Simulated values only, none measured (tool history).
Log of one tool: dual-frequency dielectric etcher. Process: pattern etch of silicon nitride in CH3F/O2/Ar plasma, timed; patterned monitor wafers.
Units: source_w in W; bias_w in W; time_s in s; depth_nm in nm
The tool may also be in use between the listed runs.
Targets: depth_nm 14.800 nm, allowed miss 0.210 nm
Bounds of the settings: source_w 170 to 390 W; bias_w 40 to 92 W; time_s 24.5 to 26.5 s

{"run": 1, "day": 0.0, "source_w": 280, "bias_w": 66, "time_s": 26.5, "depth_nm": 16.679}
{"run": 2, "day": 0.292, "source_w": 270, "bias_w": 66, "time_s": 26.5, "depth_nm": 16.57}
{"run": 3, "day": 0.538, "source_w": 270, "bias_w": 66, "time_s": 24.5, "depth_nm": 15.333}
{"run": 4, "day": 0.867, "source_w": 270, "bias_w": 55, "time_s": 24.5, "depth_nm": 14.276}
{"run": 5, "day": 0.946, "source_w": 230, "bias_w": 55, "time_s": 24.5, "depth_nm": 12.979}
{"run": 6, "day": 0.971, "source_w": 240, "bias_w": 55, "time_s": 24.5, "depth_nm": 13.29}
{"run": 7, "day": 1.008, "source_w": 250, "bias_w": 55, "time_s": 24.5, "depth_nm": 13.692}
{"run": 8, "day": 1.042, "source_w": 270, "bias_w": 55, "time_s": 24.5, "depth_nm": 14.213}
{"run": 9, "day": 1.392, "source_w": 280, "bias_w": 55, "time_s": 24.5, "depth_nm": 14.522}
{"day": 1.546, "done": "wet clean of the chamber"}
{"run": 10, "day": 1.546, "source_w": 290, "bias_w": 55, "time_s": 24.5, "depth_nm": 14.396}

5 next moves are on the table. One of them brings every result within its allowed miss. Which?
{"run": "A", "day": 1.7, "source_w": 340, "bias_w": 48, "time_s": 25.0, "depth_nm": "?"}
{"run": "B", "day": 1.7, "source_w": 280, "bias_w": 50, "time_s": 25.0, "depth_nm": "?"}
{"run": "C", "day": 1.7, "source_w": 290, "bias_w": 51, "time_s": 24.5, "depth_nm": "?"}
{"run": "D", "day": 1.7, "source_w": 280, "bias_w": 59, "time_s": 24.5, "depth_nm": "?"}
{"run": "E", "day": 1.7, "source_w": 270, "bias_w": 54, "time_s": 26.5, "depth_nm": "?"}

move=A depth_nm=15.232
move=B depth_nm=13.848
move=C depth_nm=13.950
move=D depth_nm=14.413
move=E depth_nm=14.772
A: takes the result that was furthest off past its target
B: further off than the last run
C: further off than the last run
D: as far off as the last run
E: meets every target
Answer: E
